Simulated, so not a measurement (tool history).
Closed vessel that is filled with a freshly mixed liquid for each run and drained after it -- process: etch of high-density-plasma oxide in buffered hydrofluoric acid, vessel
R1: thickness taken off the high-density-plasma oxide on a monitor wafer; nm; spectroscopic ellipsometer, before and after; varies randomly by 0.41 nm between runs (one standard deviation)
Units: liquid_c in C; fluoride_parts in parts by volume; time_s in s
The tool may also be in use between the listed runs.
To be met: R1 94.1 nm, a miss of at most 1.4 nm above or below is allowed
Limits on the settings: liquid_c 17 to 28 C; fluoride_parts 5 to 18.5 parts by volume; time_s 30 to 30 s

Run 1, hour 0: liquid_c 20 C, fluoride_parts 11.5 parts by volume, time_s 30 s. Result: R1 37.578 nm.
Run 2, hour 6.6: liquid_c 20 C, fluoride_parts 11.5 parts by volume, time_s 30 s. Result: R1 38.077 nm.
Run 3, hour 8.4: liquid_c 20 C, fluoride_parts 11.5 parts by volume, time_s 30 s. Result: R1 37.918 nm.
Run 4, hour 9.6: liquid_c 21.5 C, fluoride_parts 11.5 parts by volume, time_s 30 s. Result: R1 40.863 nm.
At hour 17.3: hydrofluoric acid flow meter replaced.
Run 5, hour 17.3: liquid_c 21.5 C, fluoride_parts 11.5 parts by volume, time_s 30 s. Result: R1 45.48 nm.
Run 6, hour 22.1: liquid_c 21.5 C, fluoride_parts 11.5 parts by volume, time_s 30 s. Result: R1 46.167 nm.
Run 7, hour 23: liquid_c 23.5 C, fluoride_parts 11.5 parts by volume, time_s 30 s. Result: R1 51.428 nm.
Run 8, hour 32.1: liquid_c 25 C, fluoride_parts 10.5 parts by volume, time_s 30 s. Result: R1 61.251 nm.
Run 9, hour 39.6: liquid_c 26 C, fluoride_parts 9.5 parts by volume, time_s 30 s. Result: R1 69.707 nm.
Run 10, hour 46.4: liquid_c 26 C, fluoride_parts 9.5 parts by volume, time_s 30 s. Result: R1 69.052 nm.
Run 11, hour 50.7: liquid_c 26.5 C, fluoride_parts 8.5 parts by volume, time_s 30 s. Result: R1 78.483 nm.
Run 12, hour 57.1: liquid_c 27 C, fluoride_parts 8 parts by volume, time_s 30 s. Result: R1 85.598 nm.
Run 13, hour 65.5: liquid_c 28 C, fluoride_parts 7.5 parts by volume, time_s 30 s. Result: R1 97.559 nm.

4 candidate next runs follow, results not yet known. Just one meets every target within its allowed miss. Identify it.
Run A, hour 73.9: liquid_c 26 C, fluoride_parts 7 parts by volume, time_s 30 s. Result: R1 ?.
Run B, hour 73.9: liquid_c 26.5 C, fluoride_parts 7.5 parts by volume, time_s 30 s. Result: R1 ?.
Run C, hour 73.9: liquid_c 23 C, fluoride_parts 6 parts by volume, time_s 30 s. Result: R1 ?.
Run D, hour 73.9: liquid_c 28 C, fluoride_parts 8 parts by volume, time_s 30 s. Result: R1 ?.

move      R1
   A  93.573
   B  89.225
   C  90.881
   D  90.142
A: meets every target
B: carries the result that was furthest off beyond its target, to the other side
C: carries the result that was furthest off beyond its target, to the other side
D: carries the result that was furthest off beyond its target, to the other side
Move A is the one to make.
